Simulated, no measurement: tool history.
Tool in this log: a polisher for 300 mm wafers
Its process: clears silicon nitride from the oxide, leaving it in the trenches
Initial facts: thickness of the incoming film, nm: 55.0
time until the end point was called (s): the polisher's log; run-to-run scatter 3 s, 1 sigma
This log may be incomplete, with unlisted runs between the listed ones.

run  hour  flow of slurry (ml/min)  pressure of the wafer on the pad (psi)  speed of the pad under the wafer (cm/s)  overpolish time after the end point (s)  time until the end point was called (s)
  1     0                      295                                     1.6                                       76                                       29                                   117.48
  2   0.9                      295                                     1.4                                       76                                       29                                   138.04
  3   3.7                      295                                     1.3                                       76                                       29                                   144.08
  4   5.4                      295                                     1.3                                       82                                       29                                   138.05
  5  12.9                      365                                     1.3                                       82                                       29                                   136.54
  6  17.9                      365                                     1.2                                       82                                       29                                   144.71
  7  23.6                      365                                     1.1                                       82                                       29                                   152.44

Expected results for the next run?
  8    28                      365                                       1                                       82                                       29                                        ?

{"run 8": {"time until the end point was called (s)": 168.93}}

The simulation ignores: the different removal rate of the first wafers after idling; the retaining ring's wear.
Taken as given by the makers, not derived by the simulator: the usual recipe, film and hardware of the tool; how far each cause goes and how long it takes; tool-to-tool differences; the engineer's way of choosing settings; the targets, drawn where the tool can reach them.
